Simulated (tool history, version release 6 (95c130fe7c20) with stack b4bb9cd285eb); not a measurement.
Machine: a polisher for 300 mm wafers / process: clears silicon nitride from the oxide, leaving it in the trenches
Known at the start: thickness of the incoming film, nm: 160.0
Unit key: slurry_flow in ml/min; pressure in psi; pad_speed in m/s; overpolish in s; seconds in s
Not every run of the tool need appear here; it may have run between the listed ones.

run  hour  slurry_flow  pressure  pad_speed  overpolish  seconds
  1     0          195       3.3       1.24          28   127.31
  2     3          195       3.8       1.24          28   108.45
  3   4.2          195       3.5       1.18          28   124.67
  4  12.2          195       3.2       1.14          28   141.68
  5  16.2          195         4       1.14          28   113.14
  6  17.4          195         4       0.88          28   143.86
  7  21.1          195       3.7       0.88          28   155.58
  8  23.4          195       3.4       0.88          28   166.64
  9  25.8          195       3.4       0.88          28   168.46
 10  33.1          195       3.1       0.88          28   186.72

Forecast run 11:
 11  41.8          195       2.9       0.88          28        ?

Logged for run 11: seconds 202.11 s.
